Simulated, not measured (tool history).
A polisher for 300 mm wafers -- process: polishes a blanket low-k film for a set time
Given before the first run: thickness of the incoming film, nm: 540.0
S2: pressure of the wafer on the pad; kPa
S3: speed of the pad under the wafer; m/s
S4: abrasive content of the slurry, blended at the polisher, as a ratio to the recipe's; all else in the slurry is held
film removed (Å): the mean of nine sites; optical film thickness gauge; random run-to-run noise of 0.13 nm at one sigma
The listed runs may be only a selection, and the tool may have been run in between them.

run 1 hour=0 | flow_of_slurry_(ml/min)=205 S2=9.7 S3=1.18 S4=1 polishing_time_(s)=31 | film_removed_(Å)=86.266
run 2 hour=4.8 | flow_of_slurry_(ml/min)=180 S2=9.7 S3=1.18 S4=1 polishing_time_(s)=31 | film_removed_(Å)=86.424
run 3 hour=11.3 | flow_of_slurry_(ml/min)=180 S2=8.3 S3=1.18 S4=1 polishing_time_(s)=31 | film_removed_(Å)=74.526
run 4 hour=17.8 | flow_of_slurry_(ml/min)=180 S2=8.3 S3=1.18 S4=1 polishing_time_(s)=31 | film_removed_(Å)=73.45
run 5 hour=18.4 | flow_of_slurry_(ml/min)=180 S2=9 S3=1.18 S4=1 polishing_time_(s)=31 | film_removed_(Å)=78.331
run 6 hour=22.8 | flow_of_slurry_(ml/min)=180 S2=9 S3=1.36 S4=1 polishing_time_(s)=31 | film_removed_(Å)=90.184
run 7 hour=23.6 | flow_of_slurry_(ml/min)=180 S2=9.7 S3=1.36 S4=1 polishing_time_(s)=31 | film_removed_(Å)=94.807

What will run 8 give?
run 8 hour=30.3 | flow_of_slurry_(ml/min)=180 S2=10.3 S3=1.36 S4=1 polishing_time_(s)=31 | film_removed_(Å)=?

{"run 8": {"film removed (Å)": 101.41}}
